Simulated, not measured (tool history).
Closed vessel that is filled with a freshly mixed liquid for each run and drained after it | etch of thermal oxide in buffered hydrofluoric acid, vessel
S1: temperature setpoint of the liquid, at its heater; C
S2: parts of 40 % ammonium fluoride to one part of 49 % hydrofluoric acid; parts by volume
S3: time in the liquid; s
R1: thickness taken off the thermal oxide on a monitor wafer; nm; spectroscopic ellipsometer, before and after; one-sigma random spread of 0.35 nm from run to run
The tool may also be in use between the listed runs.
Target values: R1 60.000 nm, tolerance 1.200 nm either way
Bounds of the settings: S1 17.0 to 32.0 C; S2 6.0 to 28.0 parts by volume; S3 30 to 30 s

Run 1, day 0.000: S1 25.0 C, S2 17.0 parts by volume, S3 30 s. Result: R1 21.422 nm.
Run 2, day 0.258: S1 25.0 C, S2 17.0 parts by volume, S3 30 s. Result: R1 21.656 nm.
Run 3, day 0.517: S1 25.0 C, S2 13.5 parts by volume, S3 30 s. Result: R1 27.148 nm.
Run 4, day 0.633: S1 27.0 C, S2 11.5 parts by volume, S3 30 s. Result: R1 34.518 nm.
Run 5, day 0.654: S1 28.5 C, S2 10.5 parts by volume, S3 30 s. Result: R1 41.411 nm.
Run 6, day 1.012: S1 26.5 C, S2 10.5 parts by volume, S3 30 s. Result: R1 37.376 nm.
Run 7, day 1.083: S1 28.0 C, S2 10.0 parts by volume, S3 30 s. Result: R1 42.106 nm.
Run 8, day 1.279: S1 29.0 C, S2 9.5 parts by volume, S3 30 s. Result: R1 45.837 nm.
Run 9, day 1.467: S1 30.0 C, S2 9.0 parts by volume, S3 30 s. Result: R1 49.967 nm.
Run 10, day 1.825: S1 30.5 C, S2 8.5 parts by volume, S3 30 s. Result: R1 55.081 nm.
Run 11, day 1.921: S1 31.0 C, S2 8.5 parts by volume, S3 30 s. Result: R1 55.738 nm.
Run 12, day 2.088: S1 31.5 C, S2 8.5 parts by volume, S3 30 s. Result: R1 57.302 nm.

Of the 4 settings listed for the next run, only one would bring every result within its allowed miss of target. Which one?
Run A, day 2.254: S1 31.0 C, S2 8.5 parts by volume, S3 30 s. Result: R1 ?.
Run B, day 2.254: S1 30.5 C, S2 8.5 parts by volume, S3 30 s. Result: R1 ?.
Run C, day 2.254: S1 27.0 C, S2 6.5 parts by volume, S3 30 s. Result: R1 ?.
Run D, day 2.254: S1 31.0 C, S2 9.0 parts by volume, S3 30 s. Result: R1 ?.

move      R1
   A  55.951
   B  54.511
   C  59.597
   D  52.589
A: lands further from the targets than the last run did
B: lands further from the targets than the last run did
C: hits every target within its allowed miss
D: lands further from the targets than the last run did
C is the move that brings every result within its allowed miss.
